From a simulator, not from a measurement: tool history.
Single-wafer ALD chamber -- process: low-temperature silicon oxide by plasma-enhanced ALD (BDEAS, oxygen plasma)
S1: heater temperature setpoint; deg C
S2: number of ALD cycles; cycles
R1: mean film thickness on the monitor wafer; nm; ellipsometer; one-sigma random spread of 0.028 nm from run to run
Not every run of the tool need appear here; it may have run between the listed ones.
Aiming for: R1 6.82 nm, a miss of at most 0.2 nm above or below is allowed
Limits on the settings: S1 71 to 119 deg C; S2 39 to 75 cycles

{"run": 1, "hour": 0.0, "S1": 95, "S2": 57, "R1": 8.6946}
{"run": 2, "hour": 4.3, "S1": 95, "S2": 60, "R1": 9.1478}
{"run": 3, "hour": 11.7, "S1": 97, "S2": 56, "R1": 8.4799}
{"run": 4, "hour": 17.1, "S1": 99, "S2": 53, "R1": 7.9429}
{"run": 5, "hour": 26.0, "S1": 101, "S2": 51, "R1": 7.5611}
{"run": 6, "hour": 33.3, "S1": 101, "S2": 56, "R1": 8.3628}
{"run": 7, "hour": 41.0, "S1": 102, "S2": 54, "R1": 8.0678}
{"run": 8, "hour": 42.3, "S1": 108, "S2": 45, "R1": 6.6283}

5 candidate next runs follow, results not yet known. Just one meets every target within its allowed miss. Identify it.
{"run": "A", "hour": 43.6, "S1": 111, "S2": 43, "R1": "?"}
{"run": "B", "hour": 43.6, "S1": 102, "S2": 43, "R1": "?"}
{"run": "C", "hour": 43.6, "S1": 117, "S2": 44, "R1": "?"}
{"run": "D", "hour": 43.6, "S1": 107, "S2": 46, "R1": "?"}
{"run": "E", "hour": 43.6, "S1": 119, "S2": 44, "R1": "?"}

move=A R1=6.3159
move=B R1=6.4357
move=C R1=6.381
move=D R1=6.8135
move=E R1=6.3537
A: the biggest miss grows against the last run
B: the biggest miss grows against the last run
C: the biggest miss grows against the last run
D: hits every target within its allowed miss
E: the biggest miss grows against the last run
D is the move that brings every result within its allowed miss.
